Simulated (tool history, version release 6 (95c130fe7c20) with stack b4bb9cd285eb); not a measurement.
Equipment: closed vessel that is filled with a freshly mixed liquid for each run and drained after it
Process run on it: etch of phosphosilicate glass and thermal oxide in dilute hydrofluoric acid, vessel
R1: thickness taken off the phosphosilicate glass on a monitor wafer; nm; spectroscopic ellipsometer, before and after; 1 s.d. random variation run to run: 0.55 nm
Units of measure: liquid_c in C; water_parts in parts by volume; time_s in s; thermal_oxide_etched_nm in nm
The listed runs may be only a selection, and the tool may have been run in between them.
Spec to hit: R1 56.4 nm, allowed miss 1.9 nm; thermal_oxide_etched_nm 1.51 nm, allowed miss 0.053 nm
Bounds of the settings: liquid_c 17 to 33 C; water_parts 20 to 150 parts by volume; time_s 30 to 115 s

{"run": 1, "day": 0.0, "liquid_c": 25, "water_parts": 85, "time_s": 60, "R1": 117.54, "thermal_oxide_etched_nm": 3.211}
{"run": 2, "day": 0.096, "liquid_c": 25, "water_parts": 85, "time_s": 40, "R1": 78.592, "thermal_oxide_etched_nm": 2.1668}
{"run": 3, "day": 0.346, "liquid_c": 25, "water_parts": 105, "time_s": 40, "R1": 64.587, "thermal_oxide_etched_nm": 1.6919}
{"run": 4, "day": 0.475, "liquid_c": 25, "water_parts": 105, "time_s": 30, "R1": 47.581, "thermal_oxide_etched_nm": 1.28}
{"run": 5, "day": 0.608, "liquid_c": 22.5, "water_parts": 105, "time_s": 30, "R1": 43.685, "thermal_oxide_etched_nm": 1.1532}
{"run": 6, "day": 0.733, "liquid_c": 23.5, "water_parts": 105, "time_s": 30, "R1": 44.837, "thermal_oxide_etched_nm": 1.2025}
{"run": 7, "day": 0.996, "liquid_c": 23.5, "water_parts": 105, "time_s": 30, "R1": 44.067, "thermal_oxide_etched_nm": 1.2077}
{"run": 8, "day": 1.142, "liquid_c": 23.5, "water_parts": 105, "time_s": 30, "R1": 44.769, "thermal_oxide_etched_nm": 1.1948}
{"run": 9, "day": 1.283, "liquid_c": 23.5, "water_parts": 105, "time_s": 30, "R1": 45.361, "thermal_oxide_etched_nm": 1.2084}
{"run": 10, "day": 1.446, "liquid_c": 24.5, "water_parts": 105, "time_s": 30, "R1": 46.717, "thermal_oxide_etched_nm": 1.2253}
{"run": 11, "day": 1.579, "liquid_c": 27.5, "water_parts": 95, "time_s": 30, "R1": 59.415, "thermal_oxide_etched_nm": 1.5544}

Pick the move, out of 5, that brings all results within their allowed miss; only one does.
{"run": "A", "day": 1.712, "liquid_c": 31.5, "water_parts": 120, "time_s": 35, "R1": "?", "thermal_oxide_etched_nm": "?"}
{"run": "B", "day": 1.712, "liquid_c": 29, "water_parts": 110, "time_s": 35, "R1": "?", "thermal_oxide_etched_nm": "?"}
{"run": "C", "day": 1.712, "liquid_c": 22, "water_parts": 85, "time_s": 35, "R1": "?", "thermal_oxide_etched_nm": "?"}
{"run": "D", "day": 1.712, "liquid_c": 24, "water_parts": 80, "time_s": 30, "R1": "?", "thermal_oxide_etched_nm": "?"}
{"run": "E", "day": 1.712, "liquid_c": 30.5, "water_parts": 140, "time_s": 40, "R1": "?", "thermal_oxide_etched_nm": "?"}

move=A R1=61.401 thermal_oxide_etched_nm=1.608
move=B R1=61.931 thermal_oxide_etched_nm=1.6218
move=C R1=62.912 thermal_oxide_etched_nm=1.6475
move=D R1=62.511 thermal_oxide_etched_nm=1.637
move=E R1=56.432 thermal_oxide_etched_nm=1.4778
A: further off than the last run
B: further off than the last run
C: further off than the last run
D: further off than the last run
E: each result inside its tolerance
Correct choice: E, which meets every target
